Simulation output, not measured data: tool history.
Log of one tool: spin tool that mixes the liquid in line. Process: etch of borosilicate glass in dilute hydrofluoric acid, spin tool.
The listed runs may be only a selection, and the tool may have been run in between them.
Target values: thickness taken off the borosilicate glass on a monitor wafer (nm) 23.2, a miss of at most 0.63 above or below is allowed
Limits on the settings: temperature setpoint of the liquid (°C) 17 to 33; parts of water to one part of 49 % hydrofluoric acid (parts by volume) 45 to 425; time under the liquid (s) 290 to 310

run,hour,temperature setpoint of the liquid (°C),parts of water to one part of 49 % hydrofluoric acid (parts by volume),time under the liquid (s),thickness taken off the borosilicate glass on a monitor wafer (nm)
1,0,25,235,290,17.457
2,1.3,26.5,235,290,18.579
3,9.1,26.5,235,290,18.484
4,11.4,26.5,235,290,18.534
5,15.8,25,235,290,17.633
6,17.2,25,165,290,27.123
# hour 23: hydrofluoric acid flow meter replaced
7,23,24,165,290,28.386
8,24.2,24,210,290,20.876
9,30.1,24.5,210,290,21.381
10,37.2,24.5,205,290,21.991

5 next moves are on the table. One of them brings every result within its allowed miss. Which?
A,44.3,20.5,200,310,?
B,44.3,23.5,205,290,?
C,44.3,24.5,205,305,?
D,44.3,22,190,290,?
E,44.3,27,205,295,?

move,thickness taken off the borosilicate glass on a monitor wafer (nm)
A,21.104
B,21.459
C,23.416
D,22.232
E,24.789
A: further off than the last run
B: further off than the last run
C: all results in spec
D: closer than the last run, but not yet in spec
E: the result that was furthest off in the last run now lies on the other side of its target
Answer: C
